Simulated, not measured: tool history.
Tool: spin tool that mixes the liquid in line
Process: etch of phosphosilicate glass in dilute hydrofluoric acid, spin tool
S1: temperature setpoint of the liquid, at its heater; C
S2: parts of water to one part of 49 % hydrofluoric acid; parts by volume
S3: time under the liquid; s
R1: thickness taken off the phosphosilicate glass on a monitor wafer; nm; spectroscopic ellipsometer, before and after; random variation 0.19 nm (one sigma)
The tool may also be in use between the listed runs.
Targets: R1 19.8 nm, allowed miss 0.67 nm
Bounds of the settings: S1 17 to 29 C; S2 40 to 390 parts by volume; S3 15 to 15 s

run  hour    S1   S2  S3      R1
  1     0    21  215  15  9.7325
  2   2.9  22.5  195  15  11.451
  3  11.2    24  180  15  13.647
  4  17.2    25  175  15  14.527
  5  22.4    25  175  15  14.322
  6  26.2    25  125  15  21.834
  7    31  24.5  125  15  21.146
  8  36.9    24  125  15  21.021
  9  42.7  23.5  125  15  20.481

Which of these 5 next moves meets every target?
  A  48.5  20.5  110  15   ?
  B  48.5    21  110  15   ?
  C  48.5  25.5  145  15   ?
  D  48.5    27  145  15   ?
  E  48.5    22  135  15   ?

move      R1
   A   20.77
   B  21.195
   C  18.412
   D  19.478
   E  17.478
A: further off than the last run
B: further off than the last run
C: takes the result that was furthest off past its target
D: meets every target
E: takes the result that was furthest off past its target
The right move is D.
